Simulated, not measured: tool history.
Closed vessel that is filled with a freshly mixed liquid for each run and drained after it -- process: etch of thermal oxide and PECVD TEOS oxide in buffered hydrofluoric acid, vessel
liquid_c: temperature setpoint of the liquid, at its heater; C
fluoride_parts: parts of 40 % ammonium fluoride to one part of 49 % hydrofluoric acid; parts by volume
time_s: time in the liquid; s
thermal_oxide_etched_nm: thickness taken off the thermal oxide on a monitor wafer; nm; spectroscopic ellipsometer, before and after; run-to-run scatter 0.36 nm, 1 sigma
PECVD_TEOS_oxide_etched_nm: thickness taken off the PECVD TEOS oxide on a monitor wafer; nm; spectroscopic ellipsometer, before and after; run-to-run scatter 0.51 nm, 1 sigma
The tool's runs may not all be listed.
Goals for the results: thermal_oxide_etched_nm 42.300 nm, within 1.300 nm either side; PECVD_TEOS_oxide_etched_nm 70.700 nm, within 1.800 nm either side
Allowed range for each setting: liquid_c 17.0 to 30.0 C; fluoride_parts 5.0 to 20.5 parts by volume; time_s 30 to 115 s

run,hour,liquid_c,fluoride_parts,time_s,thermal_oxide_etched_nm,PECVD_TEOS_oxide_etched_nm
1,0.0,22.0,12.5,60,49.064,81.734
2,7.8,22.0,11.0,60,54.352,93.466
3,15.8,21.0,11.0,60,52.553,88.056
4,18.3,21.0,9.5,60,58.838,99.471
5,25.8,19.5,9.5,60,54.985,90.883
6,27.1,17.5,9.5,60,49.096,80.507
7,30.9,17.5,9.5,60,49.422,81.027
8,34.6,17.5,10.0,60,47.424,78.267
9,35.5,17.5,10.5,60,43.998,74.610
10,41.2,17.5,10.5,60,45.641,74.867

Of the 4 settings listed for the next run, only one would bring every result within its allowed miss of target. Which one?
A,46.9,17.0,11.5,60,?,?
B,46.9,24.5,17.0,65,?,?
C,46.9,22.5,13.5,55,?,?
D,46.9,21.5,10.0,40,?,?

move,thermal_oxide_etched_nm,PECVD_TEOS_oxide_etched_nm
A,39.886,67.210
B,44.876,75.618
C,42.651,71.870
D,39.336,66.282
A: the result that was furthest off in the last run now lies on the other side of its target
B: lands further from the targets than the last run did
C: every result lands within tolerance
D: the result that was furthest off in the last run now lies on the other side of its target
The move that meets every target is C.
